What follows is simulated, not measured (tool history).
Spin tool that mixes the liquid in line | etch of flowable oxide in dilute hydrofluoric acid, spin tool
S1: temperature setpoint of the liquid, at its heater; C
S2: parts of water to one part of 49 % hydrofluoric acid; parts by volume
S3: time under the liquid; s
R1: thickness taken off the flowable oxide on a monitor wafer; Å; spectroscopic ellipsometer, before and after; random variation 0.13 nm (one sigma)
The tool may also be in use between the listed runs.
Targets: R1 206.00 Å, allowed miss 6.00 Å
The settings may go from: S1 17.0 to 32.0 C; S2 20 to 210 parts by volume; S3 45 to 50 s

{"run": 1, "hour": 0.0, "S1": 24.0, "S2": 115, "S3": 45, "R1": 140.64}
{"run": 2, "hour": 1.7, "S1": 26.0, "S2": 115, "S3": 45, "R1": 151.66}
{"run": 3, "hour": 10.7, "S1": 27.5, "S2": 110, "S3": 45, "R1": 168.65}
{"run": 4, "hour": 13.3, "S1": 25.5, "S2": 110, "S3": 45, "R1": 156.52}
{"run": 5, "hour": 20.0, "S1": 28.5, "S2": 110, "S3": 45, "R1": 176.7}
{"run": 6, "hour": 24.3, "S1": 25.0, "S2": 110, "S3": 45, "R1": 154.24}
{"run": 7, "hour": 28.9, "S1": 29.0, "S2": 105, "S3": 45, "R1": 188.28}
{"run": 8, "hour": 32.3, "S1": 29.5, "S2": 105, "S3": 45, "R1": 193.09}
{"run": 9, "hour": 36.5, "S1": 30.0, "S2": 105, "S3": 45, "R1": 196.94}
{"run": 10, "hour": 40.6, "S1": 30.5, "S2": 105, "S3": 45, "R1": 197.82}

Which of these 4 next moves meets every target?
{"run": "A", "hour": 44.7, "S1": 31.5, "S2": 105, "S3": 45, "R1": "?"}
{"run": "B", "hour": 44.7, "S1": 30.0, "S2": 105, "S3": 45, "R1": "?"}
{"run": "C", "hour": 44.7, "S1": 31.5, "S2": 115, "S3": 45, "R1": "?"}
{"run": "D", "hour": 44.7, "S1": 31.5, "S2": 110, "S3": 45, "R1": "?"}

move=A R1=207.52
move=B R1=196.29
move=C R1=186.76
move=D R1=196.66
A: meets every target
B: further off than the last run
C: further off than the last run
D: further off than the last run
Move A is the one to make.
